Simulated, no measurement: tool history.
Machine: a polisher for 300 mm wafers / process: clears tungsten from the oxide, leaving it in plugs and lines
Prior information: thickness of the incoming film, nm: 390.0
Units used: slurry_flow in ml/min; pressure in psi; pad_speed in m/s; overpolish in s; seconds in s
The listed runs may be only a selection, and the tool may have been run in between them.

| run | hour | slurry_flow | pressure | pad_speed | slurry_solids | overpolish | seconds |
|---|---|---|---|---|---|---|---|
| 1 | 0.0 | 135 | 4.7 | 1.24 | 1.0 | 14 | 64.461 |
| 2 | 2.0 | 140 | 4.9 | 1.24 | 1.0 | 14 | 61.289 |
| 3 | 6.6 | 145 | 5.0 | 1.24 | 1.0 | 14 | 59.374 |
| 4 | 8.3 | 170 | 5.0 | 1.24 | 1.0 | 14 | 58.961 |
| 5 | 9.3 | 170 | 5.1 | 1.24 | 1.0 | 14 | 58.027 |
| 6 | 13.9 | 170 | 5.2 | 1.24 | 1.0 | 14 | 56.524 |
| 7 | 15.9 | 170 | 5.3 | 1.24 | 1.0 | 14 | 54.869 |
| 8 | 21.2 | 170 | 5.3 | 1.24 | 1.0 | 14 | 55.479 |
| 9 | 26.5 | 170 | 5.4 | 1.24 | 1.0 | 14 | 54.126 |
| 10 | 34.0 | 170 | 5.5 | 1.24 | 1.0 | 14 | 53.058 |
| 11 | 38.8 | 170 | 5.6 | 1.24 | 1.0 | 14 | 53.035 |

Run 12, settings as shown, results not yet in. Your forecast:
| 12 | 47.0 | 170 | 5.7 | 1.24 | 1.0 | 14 | ? |

{"run 12": {"seconds": 51.826}}
